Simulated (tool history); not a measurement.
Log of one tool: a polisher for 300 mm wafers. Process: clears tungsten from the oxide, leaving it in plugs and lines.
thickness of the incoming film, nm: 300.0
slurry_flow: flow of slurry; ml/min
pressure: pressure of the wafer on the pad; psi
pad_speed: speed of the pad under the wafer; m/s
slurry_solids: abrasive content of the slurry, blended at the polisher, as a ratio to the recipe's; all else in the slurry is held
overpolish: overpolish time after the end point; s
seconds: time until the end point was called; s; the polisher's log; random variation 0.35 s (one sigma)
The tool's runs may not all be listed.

run 1 day=0.000 | slurry_flow=215 pressure=3.6 pad_speed=1.22 slurry_solids=1.0 overpolish=6 | seconds=62.146
run 2 day=0.262 | slurry_flow=215 pressure=3.6 pad_speed=1.22 slurry_solids=1.1 overpolish=6 | seconds=60.094
run 3 day=0.454 | slurry_flow=215 pressure=4.1 pad_speed=1.22 slurry_solids=1.1 overpolish=6 | seconds=52.383
run 4 day=0.762 | slurry_flow=170 pressure=4.1 pad_speed=1.22 slurry_solids=1.1 overpolish=6 | seconds=55.153
run 5 day=0.846 | slurry_flow=185 pressure=4.5 pad_speed=1.26 slurry_solids=1.1 overpolish=6 | seconds=48.157
run 6 day=1.100 | slurry_flow=195 pressure=4.8 pad_speed=1.30 slurry_solids=1.1 overpolish=6 | seconds=42.830
-- day=1.192 head pressure recalibrated
run 7 day=1.192 | slurry_flow=205 pressure=5.1 pad_speed=1.34 slurry_solids=1.1 overpolish=6 | seconds=37.325

Forecast run 8:
run 8 day=1.562 | slurry_flow=220 pressure=5.3 pad_speed=1.34 slurry_solids=1.1 overpolish=6 | seconds=?

seconds: 34.862 s
